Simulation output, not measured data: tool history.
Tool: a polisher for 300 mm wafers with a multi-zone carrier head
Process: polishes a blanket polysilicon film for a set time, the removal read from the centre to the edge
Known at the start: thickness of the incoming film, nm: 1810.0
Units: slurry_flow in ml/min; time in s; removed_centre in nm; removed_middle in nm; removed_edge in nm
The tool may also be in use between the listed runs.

run	hour	slurry_flow	centre_zone	middle_zone	edge_zone	time	removed_centre	removed_middle	removed_edge
1	0	205	1	1	1	73	251.63	252.21	250.49
2	1.6	195	0.94	1.02	1	72	232.37	250.31	253.96
3	3.9	195	0.94	1.07	1	72	229.14	258.35	250.61
4	9.3	195	0.94	1.07	0.96	72	229.85	261.38	249.46
5	11.1	190	0.91	1.08	0.95	70	213.56	251.87	233.28
6	14.7	190	0.91	1.08	0.99	70	218.43	254.65	240.04
7	15.9	175	0.88	1.09	1	70	205.93	248.92	236.2

Run 8 comes next. What will it give?
8	23.2	165	0.86	1.1	1.01	70	?	?	?

removed_centre: 199.66 nm
removed_middle: 251.93 nm
removed_edge: 235.24 nm
